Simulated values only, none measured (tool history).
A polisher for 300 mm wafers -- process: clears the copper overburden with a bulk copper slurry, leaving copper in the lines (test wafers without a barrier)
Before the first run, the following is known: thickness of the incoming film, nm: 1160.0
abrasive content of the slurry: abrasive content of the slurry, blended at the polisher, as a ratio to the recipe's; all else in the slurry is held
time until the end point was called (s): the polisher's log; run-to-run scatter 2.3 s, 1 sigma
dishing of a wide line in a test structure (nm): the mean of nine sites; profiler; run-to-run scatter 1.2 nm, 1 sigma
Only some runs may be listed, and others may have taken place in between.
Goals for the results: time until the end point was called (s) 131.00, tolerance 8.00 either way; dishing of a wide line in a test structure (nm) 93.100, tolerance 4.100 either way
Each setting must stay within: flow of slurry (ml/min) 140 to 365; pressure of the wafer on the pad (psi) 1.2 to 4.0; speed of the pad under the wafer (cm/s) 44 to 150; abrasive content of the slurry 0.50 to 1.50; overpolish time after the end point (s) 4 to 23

run,day,flow of slurry (ml/min),pressure of the wafer on the pad (psi),speed of the pad under the wafer (cm/s),abrasive content of the slurry,overpolish time after the end point (s),time until the end point was called (s),dishing of a wide line in a test structure (nm)
1,0.000,235,2.6,96,1.00,12,139.62,67.325
2,0.229,235,2.7,96,1.00,13,136.71,73.700
3,0.500,235,2.7,96,0.90,13,133.31,71.454
4,0.571,275,2.7,96,0.90,13,134.62,72.239
5,0.683,275,2.7,96,0.70,13,147.38,67.660
6,0.779,275,2.8,96,0.70,14,141.52,73.243
7,0.975,275,2.9,96,0.70,15,142.31,76.250
8,1.304,275,3.0,96,0.70,16,138.03,84.595
9,1.500,275,3.1,96,0.70,16,136.57,84.493
10,1.842,275,3.2,96,0.70,16,128.74,87.513

Pick the move, out of 4, that brings all results within their allowed miss; only one does.
A,2.183,305,3.7,84,0.80,13,?,?
B,2.183,270,3.1,102,0.50,16,?,?
C,2.183,345,2.7,92,1.05,19,?,?
D,2.183,275,2.9,102,0.60,15,?,?

move,time until the end point was called (s),dishing of a wide line in a test structure (nm)
A,124.26,77.673
B,137.69,82.205
C,131.14,93.143
D,135.72,78.929
A: moves away from the targets compared with the last run
B: moves away from the targets compared with the last run
C: hits every target within its allowed miss
D: moves away from the targets compared with the last run
So the answer is move C, the one that meets all the targets.
